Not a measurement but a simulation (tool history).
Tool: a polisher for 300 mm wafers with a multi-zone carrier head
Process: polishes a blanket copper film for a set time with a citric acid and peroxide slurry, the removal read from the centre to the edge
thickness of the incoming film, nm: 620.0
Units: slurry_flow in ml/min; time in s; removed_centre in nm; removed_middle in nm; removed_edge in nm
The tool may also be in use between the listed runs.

run 1 day=0 | slurry_flow=180 centre_zone=1 middle_zone=1 edge_zone=1 slurry_solids=1 time=43 | removed_centre=82.757 removed_middle=82.162 removed_edge=81.716
run 2 day=0.125 | slurry_flow=175 centre_zone=1 middle_zone=0.98 edge_zone=0.98 slurry_solids=0.9 time=39 | removed_centre=72.369 removed_middle=69.308 removed_edge=74.63
run 3 day=0.496 | slurry_flow=145 centre_zone=1 middle_zone=0.98 edge_zone=0.98 slurry_solids=0.9 time=39 | removed_centre=69.969 removed_middle=68.787 removed_edge=70.436
run 4 day=0.558 | slurry_flow=140 centre_zone=1.02 middle_zone=0.99 edge_zone=0.96 slurry_solids=0.85 time=35 | removed_centre=63.616 removed_middle=62.07 removed_edge=60.601
run 5 day=0.692 | slurry_flow=140 centre_zone=1.02 middle_zone=0.99 edge_zone=1.03 slurry_solids=0.85 time=35 | removed_centre=66.423 removed_middle=60.405 removed_edge=62.948
run 6 day=0.829 | slurry_flow=140 centre_zone=1.02 middle_zone=0.99 edge_zone=1.03 slurry_solids=0.85 time=40 | removed_centre=74.728 removed_middle=69.147 removed_edge=72.701

The next listed run, before its measurement:
run 7 day=1.067 | slurry_flow=135 centre_zone=1.02 middle_zone=0.99 edge_zone=1.01 slurry_solids=0.8 time=37 | removed_centre=? removed_middle=? removed_edge=?

{"run 7": {"removed_centre": 66.568, "removed_middle": 61.199, "removed_edge": 64.478}}
